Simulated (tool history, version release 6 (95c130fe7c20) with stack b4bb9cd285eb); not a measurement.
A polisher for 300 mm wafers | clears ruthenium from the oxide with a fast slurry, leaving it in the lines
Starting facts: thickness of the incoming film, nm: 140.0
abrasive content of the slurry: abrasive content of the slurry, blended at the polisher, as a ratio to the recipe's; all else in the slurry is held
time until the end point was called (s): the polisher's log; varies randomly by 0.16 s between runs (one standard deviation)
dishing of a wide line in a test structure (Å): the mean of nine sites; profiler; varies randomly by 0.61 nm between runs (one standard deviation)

| run | hour | flow of slurry (ml/min) | pressure of the wafer on the pad (kPa) | speed of the pad under the wafer (m/s) | abrasive content of the slurry | overpolish time after the end point (s) | time until the end point was called (s) | dishing of a wide line in a test structure (Å) |
|---|---|---|---|---|---|---|---|---|
| 1 | 0 | 270 | 14.5 | 1.02 | 1 | 15 | 39.248 | 382.58 |
| 2 | 6.3 | 270 | 14.5 | 1.02 | 1.1 | 15 | 38.139 | 383.79 |
| 3 | 11.3 | 270 | 14.5 | 1.02 | 1.1 | 13 | 38.181 | 336.58 |
| 4 | 15.2 | 270 | 14.5 | 1.02 | 1.2 | 13 | 37.15 | 346.39 |
| 5 | 19.1 | 270 | 15.9 | 1.02 | 1.2 | 13 | 34.64 | 368.75 |
| 6 | 25.4 | 220 | 15.9 | 1.02 | 1.2 | 13 | 35.627 | 370.37 |
| 7 | 32.5 | 235 | 16.5 | 1.06 | 1.2 | 13 | 31.48 | 383.84 |
| 8 | 34.3 | 300 | 20.7 | 1.1 | 1.25 | 17 | 23.616 | 539.72 |
| 9 | 40.6 | 300 | 20.7 | 1.12 | 1.25 | 17 | 23.463 | 528.73 |
| 10 | 45.8 | 300 | 20.7 | 1.14 | 1.25 | 17 | 22.889 | 547.29 |
| 11 | 52.8 | 300 | 20.7 | 1.16 | 1.25 | 17 | 22.918 | 548.58 |
| 12 | 58.8 | 300 | 20.7 | 1.18 | 1.25 | 17 | 22.309 | 555.51 |
| 13 | 61.3 | 300 | 20.7 | 1.2 | 1.25 | 17 | 22.002 | 562.96 |

Run 14 comes next. What will it give?
| 14 | 64.3 | 300 | 20.7 | 1.2 | 1.25 | 17 | ? | ? |

time until the end point was called (s): 22.128
dishing of a wide line in a test structure (Å): 569.8
